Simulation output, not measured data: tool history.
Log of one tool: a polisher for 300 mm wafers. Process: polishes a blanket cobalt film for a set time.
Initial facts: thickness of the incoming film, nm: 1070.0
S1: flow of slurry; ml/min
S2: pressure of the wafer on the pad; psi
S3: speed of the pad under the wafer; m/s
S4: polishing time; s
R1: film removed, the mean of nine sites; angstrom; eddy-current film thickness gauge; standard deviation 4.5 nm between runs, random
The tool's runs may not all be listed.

Run 1, hour 0: S1 185 ml/min, S2 2.2 psi, S3 0.8 m/s, S4 53 s. Result: R1 2278.6 angstrom.
Run 2, hour 3.3: S1 185 ml/min, S2 2.2 psi, S3 0.8 m/s, S4 53 s. Result: R1 2311.2 angstrom.
Run 3, hour 11.1: S1 185 ml/min, S2 2.2 psi, S3 0.8 m/s, S4 56 s. Result: R1 2472 angstrom.
Run 4, hour 19: S1 215 ml/min, S2 2.2 psi, S3 0.8 m/s, S4 56 s. Result: R1 2481 angstrom.
Run 5, hour 26.5: S1 215 ml/min, S2 2.2 psi, S3 0.68 m/s, S4 56 s. Result: R1 2161.6 angstrom.
Run 6, hour 30.4: S1 215 ml/min, S2 2.5 psi, S3 0.68 m/s, S4 56 s. Result: R1 2430.4 angstrom.
Run 7, hour 36.4: S1 215 ml/min, S2 2.6 psi, S3 0.68 m/s, S4 56 s. Result: R1 2506.4 angstrom.

Forecast run 8:
Run 8, hour 40.1: S1 215 ml/min, S2 2.7 psi, S3 0.68 m/s, S4 56 s. Result: R1 ?.

R1: 2588.3 angstrom
